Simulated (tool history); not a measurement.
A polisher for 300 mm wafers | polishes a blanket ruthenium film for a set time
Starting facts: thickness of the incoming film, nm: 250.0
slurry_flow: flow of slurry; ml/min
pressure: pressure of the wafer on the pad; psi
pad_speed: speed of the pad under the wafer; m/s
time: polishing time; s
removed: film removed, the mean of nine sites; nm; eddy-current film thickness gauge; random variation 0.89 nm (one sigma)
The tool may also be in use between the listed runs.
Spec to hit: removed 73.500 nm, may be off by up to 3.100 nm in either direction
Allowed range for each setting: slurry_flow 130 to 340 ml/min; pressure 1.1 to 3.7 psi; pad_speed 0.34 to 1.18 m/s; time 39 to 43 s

run	day	slurry_flow	pressure	pad_speed	time	removed
1	0.000	220	2.4	0.76	43	51.063
2	0.238	220	2.4	0.64	43	45.781
3	0.525	220	1.8	0.64	43	34.559
4	0.717	220	1.8	0.64	43	34.431
5	1.042	220	2.0	0.64	43	38.169
6	1.400	260	2.0	0.64	43	39.177
7	1.608	260	2.2	0.64	43	43.496
8	1.654	260	2.2	0.64	43	42.652
9	2.000	260	2.3	0.64	43	45.351
10	2.367	260	2.4	0.64	43	47.001
11	2.700	260	2.5	0.64	43	48.743
12	3.021	260	2.6	0.64	43	50.806
13	3.200	260	2.7	0.64	43	52.353
14	3.508	260	2.8	0.64	43	53.731

4 candidate next runs follow, results not yet known. Just one meets every target within its allowed miss. Identify it.
A	3.817	310	3.4	0.70	41	?
B	3.817	250	3.1	0.72	43	?
C	3.817	340	3.5	0.56	41	?
D	3.817	340	3.3	0.86	40	?

move	removed
A	65.428
B	62.357
C	59.973
D	70.772
A: closer than the last run, but not yet in spec
B: closer than the last run, but not yet in spec
C: closer than the last run, but not yet in spec
D: all results in spec
Correct choice: D, which meets every target

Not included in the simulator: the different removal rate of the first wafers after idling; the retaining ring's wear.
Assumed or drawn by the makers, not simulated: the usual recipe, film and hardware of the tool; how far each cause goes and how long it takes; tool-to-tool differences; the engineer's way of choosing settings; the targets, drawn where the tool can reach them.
